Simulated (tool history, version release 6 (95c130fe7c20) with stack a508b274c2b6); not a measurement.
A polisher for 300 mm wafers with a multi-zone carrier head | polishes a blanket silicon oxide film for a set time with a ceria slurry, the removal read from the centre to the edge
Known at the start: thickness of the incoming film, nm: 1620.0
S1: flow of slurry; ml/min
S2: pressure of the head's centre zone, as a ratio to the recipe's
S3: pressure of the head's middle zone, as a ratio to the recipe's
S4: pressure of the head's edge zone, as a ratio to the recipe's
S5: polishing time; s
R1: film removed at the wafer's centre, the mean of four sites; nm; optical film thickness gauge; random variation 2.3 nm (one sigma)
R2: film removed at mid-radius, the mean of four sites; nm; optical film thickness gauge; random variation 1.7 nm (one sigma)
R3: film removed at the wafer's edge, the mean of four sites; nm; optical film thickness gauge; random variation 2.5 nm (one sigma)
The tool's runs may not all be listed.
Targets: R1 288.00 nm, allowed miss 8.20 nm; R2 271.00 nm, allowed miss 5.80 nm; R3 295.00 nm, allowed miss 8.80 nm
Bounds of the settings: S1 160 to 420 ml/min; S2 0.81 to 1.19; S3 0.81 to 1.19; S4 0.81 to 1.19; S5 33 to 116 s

Run 1, hour 0.0: S1 270 ml/min, S2 1.00, S3 1.00, S4 1.00, S5 74 s. Result: R1 322.22 nm, R2 324.61 nm, R3 330.96 nm.
Run 2, hour 7.7: S1 270 ml/min, S2 0.95, S3 1.00, S4 1.00, S5 74 s. Result: R1 315.79 nm, R2 323.91 nm, R3 337.38 nm.
Run 3, hour 13.0: S1 270 ml/min, S2 0.95, S3 1.00, S4 0.95, S5 74 s. Result: R1 313.15 nm, R2 322.49 nm, R3 324.62 nm.
Run 4, hour 20.1: S1 335 ml/min, S2 0.95, S3 1.00, S4 0.95, S5 74 s. Result: R1 325.09 nm, R2 328.06 nm, R3 328.67 nm.
Run 5, hour 24.3: S1 310 ml/min, S2 0.93, S3 0.95, S4 0.91, S5 73 s. Result: R1 313.27 nm, R2 314.75 nm, R3 323.82 nm.
Run 6, hour 32.6: S1 310 ml/min, S2 0.93, S3 0.95, S4 0.91, S5 67 s. Result: R1 283.85 nm, R2 289.94 nm, R3 293.15 nm.
Run 7, hour 37.2: S1 305 ml/min, S2 0.94, S3 0.92, S4 0.91, S5 67 s. Result: R1 287.15 nm, R2 281.23 nm, R3 289.89 nm.
Run 8, hour 43.9: S1 300 ml/min, S2 0.94, S3 0.91, S4 0.92, S5 67 s. Result: R1 283.26 nm, R2 281.21 nm, R3 288.87 nm.
Run 9, hour 48.8: S1 300 ml/min, S2 0.96, S3 0.84, S4 0.97, S5 68 s. Result: R1 289.13 nm, R2 272.24 nm, R3 306.10 nm.
Run 10, hour 50.1: S1 300 ml/min, S2 0.96, S3 0.84, S4 0.97, S5 68 s. Result: R1 291.89 nm, R2 273.22 nm, R3 310.00 nm.
Run 11, hour 55.8: S1 280 ml/min, S2 0.96, S3 0.85, S4 0.89, S5 67 s. Result: R1 291.76 nm, R2 265.12 nm, R3 287.47 nm.

4 next moves are on the table. One of them brings every result within its allowed miss. Which?
Run A, hour 61.5: S1 320 ml/min, S2 0.92, S3 0.81, S4 0.89, S5 68 s. Result: R1 ?, R2 ?, R3 ?.
Run B, hour 61.5: S1 275 ml/min, S2 0.95, S3 0.81, S4 0.97, S5 67 s. Result: R1 ?, R2 ?, R3 ?.
Run C, hour 61.5: S1 190 ml/min, S2 1.04, S3 0.81, S4 0.90, S5 70 s. Result: R1 ?, R2 ?, R3 ?.
Run D, hour 61.5: S1 305 ml/min, S2 0.98, S3 0.88, S4 0.82, S5 66 s. Result: R1 ?, R2 ?, R3 ?.

move      R1      R2      R3
   A  290.03  267.44  294.02
   B  287.10  259.62  298.19
   C  302.76  259.12  290.74
   D  291.99  269.76  273.99
A: meets every target
B: further off than the last run
C: further off than the last run
D: brings the result that was furthest off to its target, and leaves another outside
Move A is the one to make.
